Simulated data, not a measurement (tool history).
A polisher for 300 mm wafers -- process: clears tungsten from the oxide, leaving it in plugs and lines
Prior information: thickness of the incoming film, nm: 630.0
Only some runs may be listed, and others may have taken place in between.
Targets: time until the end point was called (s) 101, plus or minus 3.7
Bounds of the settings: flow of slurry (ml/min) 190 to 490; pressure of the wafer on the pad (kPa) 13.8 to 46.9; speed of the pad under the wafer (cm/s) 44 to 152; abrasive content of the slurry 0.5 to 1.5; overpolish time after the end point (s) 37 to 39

| run | hour | flow of slurry (ml/min) | pressure of the wafer on the pad (kPa) | speed of the pad under the wafer (cm/s) | abrasive content of the slurry | overpolish time after the end point (s) | time until the end point was called (s) |
|---|---|---|---|---|---|---|---|
| 1 | 0 | 315 | 30.3 | 98 | 1 | 37 | 130.46 |
| 2 | 6.8 | 315 | 27.6 | 98 | 1 | 37 | 143.86 |
| 3 | 8.3 | 315 | 27.6 | 98 | 1 | 39 | 142.49 |
| 4 | 15.5 | 370 | 27.6 | 98 | 1 | 39 | 140.2 |
| 5 | 23.3 | 370 | 29 | 98 | 1 | 39 | 135.07 |
| 6 | 30.5 | 370 | 30.3 | 98 | 1 | 39 | 127.75 |
| 7 | 36.9 | 370 | 31 | 98 | 1 | 39 | 125.92 |
| 8 | 39.1 | 370 | 31.7 | 98 | 1 | 39 | 122.34 |
| 9 | 39.9 | 370 | 32.4 | 98 | 1 | 39 | 119.94 |
| 10 | 44.7 | 370 | 33.1 | 98 | 1 | 39 | 118.64 |

Which single option among these 4 for the next run brings every result within its allowed miss of target? Just one does.
| A | 49.5 | 350 | 37.9 | 94 | 0.9 | 39 | ? |
| B | 49.5 | 390 | 33.1 | 92 | 0.7 | 37 | ? |
| C | 49.5 | 380 | 36.5 | 100 | 1.15 | 39 | ? |
| D | 49.5 | 365 | 35.2 | 100 | 0.95 | 39 | ? |

| move | time until the end point was called (s) |
|---|---|
| A | 111.61 |
| B | 136.01 |
| C | 103.15 |
| D | 112.23 |
A: closes in on the targets versus the last run, not all within tolerance yet
B: its largest miss is bigger than the last run's
C: every result lands within tolerance
D: closes in on the targets versus the last run, not all within tolerance yet
C meets every target.
